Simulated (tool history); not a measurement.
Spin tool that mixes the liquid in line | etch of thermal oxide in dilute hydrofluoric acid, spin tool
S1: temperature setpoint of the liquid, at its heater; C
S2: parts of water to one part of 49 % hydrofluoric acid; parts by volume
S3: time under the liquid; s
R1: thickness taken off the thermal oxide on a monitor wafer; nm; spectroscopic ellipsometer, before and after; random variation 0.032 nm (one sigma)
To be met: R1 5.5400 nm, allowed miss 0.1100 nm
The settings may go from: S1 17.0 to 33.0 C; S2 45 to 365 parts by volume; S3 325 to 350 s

run,hour,S1,S2,S3,R1
1,0.0,25.0,205,325,7.3024
2,1.8,22.0,205,325,6.4496
3,6.2,19.5,205,325,5.8408
4,13.3,19.5,205,350,6.2648
5,17.6,19.0,205,350,6.2606
6,18.7,22.0,205,350,6.9818
7,19.7,21.5,205,350,6.8583
8,21.9,21.0,205,350,6.7477
9,28.9,20.5,205,350,6.5782
10,35.2,20.0,205,350,6.4216
11,44.2,17.0,215,350,5.4151

Which of these 5 next moves meets every target?
A,53.2,17.0,200,350,?
B,53.2,22.5,225,325,?
C,53.2,17.0,205,325,?
D,53.2,17.5,205,350,?
E,53.2,17.5,210,340,?

move,R1
A,5.8904
B,5.8637
C,5.3120
D,5.8352
E,5.5081
A: takes the result that was furthest off past its target
B: takes the result that was furthest off past its target
C: further off than the last run
D: takes the result that was furthest off past its target
E: meets every target
Move E is the one to make.
